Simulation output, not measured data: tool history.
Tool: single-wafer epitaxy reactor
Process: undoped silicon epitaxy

run	hour	wafer temperature setpoint (pyrometer-controlled) (°C)	deposition time (s)	mean film thickness on the monitor wafer (angstrom)
1	0.0	670	270	643.29
2	3.0	670	286	679.12
3	7.6	678	286	784.06
4	13.8	673	286	716.48
5	22.1	665	284	615.63
6	26.4	660	283	557.36

Run 7 comes next. What will it give?
7	29.4	656	282	?

{"run 7": {"mean film thickness on the monitor wafer (angstrom)": 517.31}}

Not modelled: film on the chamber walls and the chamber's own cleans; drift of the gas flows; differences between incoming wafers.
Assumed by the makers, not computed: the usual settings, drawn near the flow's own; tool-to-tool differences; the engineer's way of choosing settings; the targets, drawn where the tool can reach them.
